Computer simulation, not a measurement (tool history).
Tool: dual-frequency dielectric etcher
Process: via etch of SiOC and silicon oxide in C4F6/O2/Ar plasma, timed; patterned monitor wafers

run	hour	source power (W)	bias power (W)	etch time (s)	mean etch depth across the wafer (angstrom)
1	0.0	350	231	35	418.21
2	8.9	330	228	35	402.97
3	13.3	330	228	35	398.77
4	19.2	330	244	35	412.30
5	21.6	330	275	35	432.51
6	24.2	330	275	35	433.66
7	32.5	310	272	35	422.80
8	37.9	290	267	35	402.40
9	46.7	280	266	35	399.94

Expected results for the next run?
10	49.0	270	265	35	?

Run 10 came out at mean etch depth across the wafer (angstrom) 386.56.
